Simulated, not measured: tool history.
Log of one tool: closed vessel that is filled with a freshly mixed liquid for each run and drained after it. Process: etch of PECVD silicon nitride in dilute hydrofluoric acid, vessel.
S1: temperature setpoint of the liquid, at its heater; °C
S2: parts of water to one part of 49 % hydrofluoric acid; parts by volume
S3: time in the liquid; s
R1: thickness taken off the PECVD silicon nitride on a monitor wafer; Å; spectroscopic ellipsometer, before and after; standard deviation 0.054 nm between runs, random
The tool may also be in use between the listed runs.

| run | hour | S1 | S2 | S3 | R1 |
|---|---|---|---|---|---|
| 1 | 0 | 22 | 115 | 425 | 77.562 |
| 2 | 1 | 21 | 115 | 425 | 72.373 |
| 3 | 7.5 | 20.5 | 115 | 425 | 69.829 |
| 4 | 11.1 | 20 | 115 | 425 | 66.975 |
| 5 | 17.4 | 23 | 115 | 425 | 82.712 |
| 6 | 25.4 | 22 | 115 | 425 | 77.213 |
| 7 | 32.9 | 22 | 115 | 425 | 75.305 |
| 8 | 41.5 | 21 | 115 | 425 | 71.481 |
| 9 | 49.2 | 20.5 | 115 | 425 | 69.63 |

Run 10 is up next; what results do you expect?
|  | 55.4 | thermometer replaced |
| 10 | 55.4 | 20 | 115 | 425 | ? |

R1: 75.696 Å
